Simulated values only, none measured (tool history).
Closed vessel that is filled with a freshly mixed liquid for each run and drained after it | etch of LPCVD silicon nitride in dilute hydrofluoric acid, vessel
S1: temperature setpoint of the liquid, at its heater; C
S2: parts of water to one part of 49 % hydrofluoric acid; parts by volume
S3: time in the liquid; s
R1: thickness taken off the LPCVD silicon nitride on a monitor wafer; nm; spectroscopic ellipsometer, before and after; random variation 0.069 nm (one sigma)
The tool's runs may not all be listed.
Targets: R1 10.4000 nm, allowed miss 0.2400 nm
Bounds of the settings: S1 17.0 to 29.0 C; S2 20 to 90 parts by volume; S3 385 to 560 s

run,hour,S1,S2,S3,R1
1,0.0,21.0,50,560,4.1288
2,1.2,23.0,50,560,4.7103
3,3.9,23.0,50,560,4.7305
4,10.7,24.5,50,560,5.1808
5,19.5,25.5,45,560,6.1593
6,26.5,26.5,40,560,7.4365
7,31.2,27.0,40,560,7.6155
8,33.4,27.5,40,560,7.9564
9,42.0,28.0,40,560,8.1600
10,45.6,28.5,40,560,8.4680
11,49.3,29.0,35,560,10.0400
12,57.2,28.5,35,560,9.7255
13,60.0,29.0,35,560,10.0460
14,61.6,28.5,35,560,9.7014
15,62.4,29.0,35,560,9.9877
16,63.1,28.5,35,560,9.6869
17,65.3,29.0,35,560,10.0520
18,69.6,29.0,35,560,10.0180
19,77.3,29.0,35,560,9.9369
# hour 78.3: hydrofluoric acid flow meter replaced
20,78.3,29.0,30,560,12.6920
21,82.0,27.5,30,560,11.5040
22,85.6,27.0,30,560,11.0970
23,92.2,27.0,30,560,11.1100
24,99.0,26.5,30,560,10.6230

5 next moves are on the table. One of them brings every result within its allowed miss. Which?
A,105.8,23.0,25,555,?
B,105.8,26.0,30,560,?
C,105.8,24.5,25,560,?
D,105.8,28.5,25,415,?
E,105.8,28.5,30,505,?

move,R1
A,10.0050
B,10.3830
C,11.1860
D,10.8430
E,11.0590
A: takes the result that was furthest off past its target
B: meets every target
C: further off than the last run
D: further off than the last run
E: further off than the last run
The right move is B.
